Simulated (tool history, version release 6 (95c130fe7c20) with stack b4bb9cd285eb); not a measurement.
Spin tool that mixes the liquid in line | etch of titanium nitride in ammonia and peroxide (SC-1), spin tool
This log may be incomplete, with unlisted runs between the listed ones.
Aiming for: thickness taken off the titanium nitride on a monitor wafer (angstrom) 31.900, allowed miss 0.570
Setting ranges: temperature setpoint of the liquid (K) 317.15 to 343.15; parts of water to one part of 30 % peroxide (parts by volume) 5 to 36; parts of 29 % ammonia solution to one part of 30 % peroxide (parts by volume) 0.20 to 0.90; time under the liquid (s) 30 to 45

| run | hour | temperature setpoint of the liquid (K) | parts of water to one part of 30 % peroxide (parts by volume) | parts of 29 % ammonia solution to one part of 30 % peroxide (parts by volume) | time under the liquid (s) | thickness taken off the titanium nitride on a monitor wafer (angstrom) |
|---|---|---|---|---|---|---|
| 1 | 0.0 | 333.15 | 20 | 0.50 | 45 | 65.930 |
| 2 | 7.2 | 333.15 | 20 | 0.60 | 45 | 67.774 |
| 3 | 8.6 | 330.15 | 20 | 0.60 | 45 | 55.985 |
| 4 | 12.4 | 327.65 | 20 | 0.60 | 45 | 47.541 |
| 5 | 17.3 | 327.65 | 20 | 0.75 | 45 | 49.199 |
| 6 | 23.3 | 330.65 | 20 | 0.75 | 45 | 59.817 |
| 7 | 25.8 | 328.15 | 20 | 0.75 | 45 | 51.054 |
| 8 | 30.1 | 326.15 | 20 | 0.75 | 45 | 44.772 |
| 9 | 38.0 | 324.65 | 20 | 0.75 | 45 | 39.956 |
| 10 | 46.9 | 323.65 | 20 | 0.75 | 45 | 37.508 |
| 11 | 52.5 | 320.65 | 20 | 0.75 | 45 | 30.374 |
| 12 | 58.0 | 320.65 | 20 | 0.75 | 45 | 30.161 |
| 13 | 60.8 | 321.65 | 20 | 0.75 | 45 | 32.832 |

Below are 4 possible settings for the next run. Only one of them brings all results inside the allowed miss of their targets. Which is it?
| A | 63.6 | 319.65 | 17 | 0.75 | 45 | ? |
| B | 63.6 | 321.15 | 17 | 0.80 | 45 | ? |
| C | 63.6 | 323.15 | 23 | 0.85 | 45 | ? |
| D | 63.6 | 327.65 | 20 | 0.65 | 30 | ? |

| move | thickness taken off the titanium nitride on a monitor wafer (angstrom) |
|---|---|
| A | 30.857 |
| B | 34.708 |
| C | 34.190 |
| D | 31.969 |
A: moves the result that the last run missed by most past its target, out the other side
B: lands further from the targets than the last run did
C: lands further from the targets than the last run did
D: each result inside its tolerance
Correct choice: D, which meets every target

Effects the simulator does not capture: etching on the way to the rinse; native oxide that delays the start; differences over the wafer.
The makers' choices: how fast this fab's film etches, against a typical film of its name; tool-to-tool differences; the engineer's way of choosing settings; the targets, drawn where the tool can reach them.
